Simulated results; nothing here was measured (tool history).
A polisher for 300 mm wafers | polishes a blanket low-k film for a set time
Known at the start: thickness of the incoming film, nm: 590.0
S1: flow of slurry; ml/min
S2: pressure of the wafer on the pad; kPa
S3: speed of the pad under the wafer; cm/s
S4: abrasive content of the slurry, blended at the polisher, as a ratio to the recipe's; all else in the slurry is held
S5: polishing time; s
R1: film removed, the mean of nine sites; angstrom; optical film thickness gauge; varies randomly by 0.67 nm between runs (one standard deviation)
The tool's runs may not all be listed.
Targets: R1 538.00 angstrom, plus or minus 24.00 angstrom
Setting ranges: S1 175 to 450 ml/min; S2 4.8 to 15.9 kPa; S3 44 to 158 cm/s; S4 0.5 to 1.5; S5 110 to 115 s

run  hour   S1    S2   S3   S4   S5      R1
  1   0.0  290  10.3  100  1.0  110  426.54
  2   6.0  230  10.3  100  1.0  110  422.43
  3   9.6  230  10.3  100  1.0  110  413.70
  4  15.0  230   9.0  100  1.0  110  361.47
  5  19.4  230   9.7  100  1.0  110  389.82
  6  20.1  230  10.3  100  1.0  110  410.28
  7  24.4  230  10.3  100  1.0  110  412.76
  8  31.8  230  11.0  100  1.0  110  434.28
  9  39.5  235  11.7  100  1.0  110  471.11
 10  46.9  240  12.4  100  1.0  110  495.14

Exercise: of the 4 proposed moves below, exactly one satisfies all targets within the stated allowed misses. Which move is it?
  A  54.3  280   9.7  112  1.0  114   ?
  B  54.3  260  11.7  108  1.0  115   ?
  C  54.3  295  11.0   88  1.2  114   ?
  D  54.3  310  13.8   74  1.0  115   ?

move      R1
   A  459.72
   B  539.80
   C  484.45
   D  475.47
A: further off than the last run
B: each result inside its tolerance
C: further off than the last run
D: further off than the last run
The right move is B.

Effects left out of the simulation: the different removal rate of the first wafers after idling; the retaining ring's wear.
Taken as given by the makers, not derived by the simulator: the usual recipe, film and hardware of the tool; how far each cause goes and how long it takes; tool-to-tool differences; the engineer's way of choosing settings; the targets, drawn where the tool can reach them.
